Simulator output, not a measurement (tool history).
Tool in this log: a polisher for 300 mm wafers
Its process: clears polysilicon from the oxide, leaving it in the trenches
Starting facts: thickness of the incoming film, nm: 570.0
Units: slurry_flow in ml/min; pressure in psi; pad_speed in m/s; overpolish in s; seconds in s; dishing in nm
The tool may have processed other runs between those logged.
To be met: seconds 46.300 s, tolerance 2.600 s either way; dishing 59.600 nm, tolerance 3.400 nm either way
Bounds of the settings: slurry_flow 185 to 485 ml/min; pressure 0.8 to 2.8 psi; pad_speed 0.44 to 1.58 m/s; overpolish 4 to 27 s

| run | hour | slurry_flow | pressure | pad_speed | overpolish | seconds | dishing |
|---|---|---|---|---|---|---|---|
| 1 | 0.0 | 310 | 1.8 | 1.00 | 14 | 70.195 | 52.859 |
| 2 | 3.5 | 310 | 1.8 | 1.00 | 10 | 68.570 | 48.468 |
| 3 | 4.2 | 310 | 2.0 | 1.02 | 11 | 60.392 | 52.047 |
| 4 | 11.4 | 310 | 2.0 | 0.88 | 11 | 67.451 | 49.350 |
| 5 | 18.4 | 270 | 2.0 | 0.88 | 11 | 67.980 | 48.371 |
| 6 | 20.6 | 275 | 2.2 | 0.90 | 12 | 59.503 | 50.973 |
| 7 | 25.7 | 280 | 2.3 | 0.92 | 13 | 57.049 | 54.252 |
| 8 | 29.5 | 280 | 2.4 | 0.92 | 13 | 55.003 | 54.228 |
| 9 | 32.4 | 280 | 2.5 | 0.94 | 14 | 53.787 | 56.001 |
| 10 | 37.1 | 280 | 2.6 | 0.96 | 14 | 49.532 | 58.268 |

Next run, 4 choices. One meets every target within its allowed miss, the rest don't. Which?
| A | 41.8 | 290 | 2.7 | 1.02 | 16 | ? | ? |
| B | 41.8 | 265 | 2.5 | 0.80 | 18 | ? | ? |
| C | 41.8 | 255 | 2.4 | 0.92 | 16 | ? | ? |
| D | 41.8 | 190 | 2.8 | 0.62 | 19 | ? | ? |

| move | seconds | dishing |
|---|---|---|
| A | 46.804 | 57.695 |
| B | 58.431 | 57.014 |
| C | 56.380 | 56.351 |
| D | 61.296 | 57.060 |
A: all results land within tolerance of their targets
B: its largest miss is bigger than the last run's
C: its largest miss is bigger than the last run's
D: its largest miss is bigger than the last run's
Correct choice: A, which meets every target
